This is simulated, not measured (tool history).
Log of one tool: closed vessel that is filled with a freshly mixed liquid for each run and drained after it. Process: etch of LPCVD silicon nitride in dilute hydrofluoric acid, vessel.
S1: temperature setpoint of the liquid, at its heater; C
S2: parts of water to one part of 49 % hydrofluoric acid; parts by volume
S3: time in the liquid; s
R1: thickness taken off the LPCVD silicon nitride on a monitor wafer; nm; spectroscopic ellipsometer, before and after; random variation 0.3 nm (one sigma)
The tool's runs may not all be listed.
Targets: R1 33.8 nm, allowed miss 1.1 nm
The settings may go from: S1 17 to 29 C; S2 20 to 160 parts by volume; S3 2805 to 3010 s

Run 1, hour 0: S1 21 C, S2 90 parts by volume, S3 2805 s. Result: R1 14.317 nm.
Run 2, hour 6.1: S1 23 C, S2 85 parts by volume, S3 2810 s. Result: R1 17.403 nm.
Run 3, hour 10.1: S1 23 C, S2 85 parts by volume, S3 3010 s. Result: R1 18.999 nm.
Run 4, hour 16.8: S1 23 C, S2 85 parts by volume, S3 2805 s. Result: R1 17.176 nm.
Run 5, hour 23.4: S1 24.5 C, S2 80 parts by volume, S3 2810 s. Result: R1 20.584 nm.
Run 6, hour 32: S1 25.5 C, S2 75 parts by volume, S3 2810 s. Result: R1 23.023 nm.
Run 7, hour 39: S1 26.5 C, S2 70 parts by volume, S3 2810 s. Result: R1 26.206 nm.
Run 8, hour 39.8: S1 29 C, S2 60 parts by volume, S3 2815 s. Result: R1 36.672 nm.
Run 9, hour 40.4: S1 28.5 C, S2 60 parts by volume, S3 2815 s. Result: R1 34.621 nm.

Which of these 5 next moves meets every target?
Run A, hour 41: S1 27.5 C, S2 55 parts by volume, S3 2805 s. Result: R1 ?.
Run B, hour 41: S1 28.5 C, S2 55 parts by volume, S3 2850 s. Result: R1 ?.
Run C, hour 41: S1 26.5 C, S2 55 parts by volume, S3 3010 s. Result: R1 ?.
Run D, hour 41: S1 26.5 C, S2 50 parts by volume, S3 2855 s. Result: R1 ?.
Run E, hour 41: S1 26.5 C, S2 55 parts by volume, S3 2805 s. Result: R1 ?.

move      R1
   A  35.692
   B  38.711
   C  35.862
   D   37.36
   E   33.42
A: further off than the last run
B: further off than the last run
C: further off than the last run
D: further off than the last run
E: meets every target
Move E is the one to make.
